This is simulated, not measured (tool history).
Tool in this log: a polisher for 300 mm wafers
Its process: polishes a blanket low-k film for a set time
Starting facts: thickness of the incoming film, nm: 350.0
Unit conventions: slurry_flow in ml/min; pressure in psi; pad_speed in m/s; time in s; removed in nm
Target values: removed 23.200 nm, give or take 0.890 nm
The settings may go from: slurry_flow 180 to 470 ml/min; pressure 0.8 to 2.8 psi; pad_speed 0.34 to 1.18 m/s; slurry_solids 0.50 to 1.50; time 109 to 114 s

run    day  slurry_flow  pressure  pad_speed  slurry_solids  time  removed
  1  0.000          300       1.8       0.76           1.00   109   38.912
  2  0.133          300       1.8       0.76           1.00   114   41.683
  3  0.342          300       1.7       0.76           1.00   114   38.564
  4  0.600          300       1.6       0.76           1.00   114   36.306
  5  0.858          300       1.5       0.76           1.00   114   34.588
  6  1.150          300       1.7       0.76           1.00   114   38.229
  7  1.500          300       1.6       0.76           1.00   114   36.687
  8  1.758          300       1.5       0.76           1.00   114   33.973
  9  1.808          300       1.4       0.76           1.00   114   31.874
 10  2.112          300       1.3       0.76           1.00   114   29.805
 11  2.212          300       1.3       0.76           1.00   114   29.797
 12  2.396          300       1.2       0.76           1.00   114   27.312
 13  2.488          300       0.9       0.76           1.00   114   21.085

Exercise: of the 5 proposed moves below, exactly one satisfies all targets within the stated allowed misses. Which move is it?
  A  2.579          285       1.1       0.78           1.00   114        ?
  B  2.579          315       1.1       0.76           0.85   111        ?
  C  2.579          320       1.6       0.56           0.80   109        ?
  D  2.579          310       1.0       0.80           1.10   114        ?
  E  2.579          310       1.0       0.84           1.05   114        ?

move  removed
   A   25.231
   B   22.808
   C   24.564
   D   24.585
   E   25.123
A: takes the result that was furthest off past its target
B: each result inside its tolerance
C: takes the result that was furthest off past its target
D: takes the result that was furthest off past its target
E: takes the result that was furthest off past its target
The move that meets every target is B.
